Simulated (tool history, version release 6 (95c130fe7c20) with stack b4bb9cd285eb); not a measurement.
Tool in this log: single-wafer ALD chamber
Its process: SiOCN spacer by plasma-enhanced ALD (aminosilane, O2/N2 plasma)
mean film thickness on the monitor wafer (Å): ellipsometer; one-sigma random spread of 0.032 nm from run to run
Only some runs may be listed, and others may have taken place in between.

run,hour,heater temperature setpoint (deg C),number of ALD cycles (cycles),mean film thickness on the monitor wafer (Å)
1,0.0,390,111,70.187
2,5.8,383,111,70.529
3,11.1,383,99,63.017
4,16.9,391,99,63.008
5,21.5,387,99,62.871
6,27.6,387,91,58.419
7,36.8,387,90,57.331

The next listed run, before its measurement:
8,38.5,387,90,?

mean film thickness on the monitor wafer (Å): 57.148
